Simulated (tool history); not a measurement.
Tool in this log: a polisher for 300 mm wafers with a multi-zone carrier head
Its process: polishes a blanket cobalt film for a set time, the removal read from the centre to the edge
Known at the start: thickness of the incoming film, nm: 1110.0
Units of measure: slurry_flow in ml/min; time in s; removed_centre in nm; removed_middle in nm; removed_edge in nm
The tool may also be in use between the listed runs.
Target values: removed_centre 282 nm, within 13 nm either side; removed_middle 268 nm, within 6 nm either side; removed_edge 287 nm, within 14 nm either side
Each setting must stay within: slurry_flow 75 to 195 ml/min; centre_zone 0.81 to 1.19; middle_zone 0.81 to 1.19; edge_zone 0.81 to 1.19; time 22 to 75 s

run    day  slurry_flow  centre_zone  middle_zone  edge_zone  time  removed_centre  removed_middle  removed_edge
  1      0          125            1            1          1    48          305.07          332.34        324.75
  2  0.129          115         1.01         0.96       0.98    48             302          310.79        329.31
  3  0.504          115         1.01         0.96       0.98    58          355.12          378.37        396.48
  4  0.838          115         1.01         0.96       0.92    58          353.93             378        387.24
  5  1.142          115         0.95         0.96       0.92    58          337.33          378.52        383.59
  6  1.392          115         0.97         0.94       0.89    54          319.37           344.7        348.86
  7  1.646          115         0.97         0.94       0.89    54          320.39          343.52        363.19
  8  1.854          115            1         0.94       0.88    50          303.99          315.58         315.4
     1.921  -- centre zone pressure recalibrated
  9  1.921          105         1.01         0.92       0.86    50          327.86          304.53        311.54
 10  2.004          105         1.01         0.92       0.86    50          332.93           306.9        313.59
 11  2.183          100         0.98         0.91       0.85    49          310.24          288.44        306.28
 12  2.438           95         0.96         0.91       0.84    48          291.19          283.05        298.63

Which single option among these 4 for the next run brings every result within its allowed miss of target? Just one does.
  A  2.692           85         0.95         1.04       0.81    45               ?               ?             ?
  B  2.692           95         0.96         0.97       0.91    46               ?               ?             ?
  C  2.692          120         0.92         0.87       0.85    44               ?               ?             ?
  D  2.692          100         0.92         0.94       0.93    49               ?               ?             ?

move  removed_centre  removed_middle  removed_edge
   A          259.81          281.35        267.21
   B           281.3          282.42        292.44
   C          279.15          264.73         286.8
   D          292.72          298.13        317.71
A: closer than the last run, but not yet in spec
B: as far off as the last run
C: all results in spec
D: misses by more than the last run did
The right move is C.

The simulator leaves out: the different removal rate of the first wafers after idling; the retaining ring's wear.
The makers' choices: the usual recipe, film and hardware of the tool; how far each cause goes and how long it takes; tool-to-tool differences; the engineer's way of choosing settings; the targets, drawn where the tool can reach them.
